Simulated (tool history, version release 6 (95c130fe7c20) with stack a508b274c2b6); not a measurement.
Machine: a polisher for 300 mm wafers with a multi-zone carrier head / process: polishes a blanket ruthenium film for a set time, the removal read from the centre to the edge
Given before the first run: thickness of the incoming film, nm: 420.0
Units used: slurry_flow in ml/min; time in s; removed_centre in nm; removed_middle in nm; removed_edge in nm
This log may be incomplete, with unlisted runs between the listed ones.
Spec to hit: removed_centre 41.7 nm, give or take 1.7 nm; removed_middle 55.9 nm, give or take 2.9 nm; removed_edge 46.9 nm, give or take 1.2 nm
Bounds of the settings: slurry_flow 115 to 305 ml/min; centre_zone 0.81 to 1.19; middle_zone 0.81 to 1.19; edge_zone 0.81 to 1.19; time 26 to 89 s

run	hour	slurry_flow	centre_zone	middle_zone	edge_zone	time	removed_centre	removed_middle	removed_edge
1	0	195	1	1	1	57	42.25	43.719	42.508
2	7.9	210	0.97	1.06	1.02	58	42.709	47.434	44.174
3	12.9	220	0.94	1.1	1.03	58	41.775	48.94	44.753
4	20.8	220	0.94	1.1	1.1	58	42.29	49.431	45.783
5	22.6	225	0.92	1.13	1.08	59	41.494	51.184	46.006
6	25.8	225	0.92	1.13	1.08	52	36.811	46.036	40.24
7	32.9	240	0.91	1.15	1.08	54	38.502	48.461	42.429
8	34.6	245	0.9	1.16	1.07	56	39.215	51.649	43.183
9	37.2	250	0.9	1.17	1.1	57	40.385	51.091	45.129
10	38.3	250	0.89	1.18	1.08	58	40.053	54.363	45.465

Which one of the following 4 next-run settings gets every result inside its allowed miss? There is exactly one.
A	39.4	270	0.91	1.1	1.08	57	?	?	?
B	39.4	255	0.84	1.19	1.02	58	?	?	?
C	39.4	225	0.89	1.19	1.02	61	?	?	?
D	39.4	240	0.93	1.19	1.03	56	?	?	?

move	removed_centre	removed_middle	removed_edge
A	40.839	48.901	45.113
B	38.101	52.951	44.579
C	41.813	54.892	46.39
D	40.462	50.76	42.997
A: misses by more than the last run did
B: misses by more than the last run did
C: hits every target within its allowed miss
D: misses by more than the last run did
Go with C: it meets all targets.
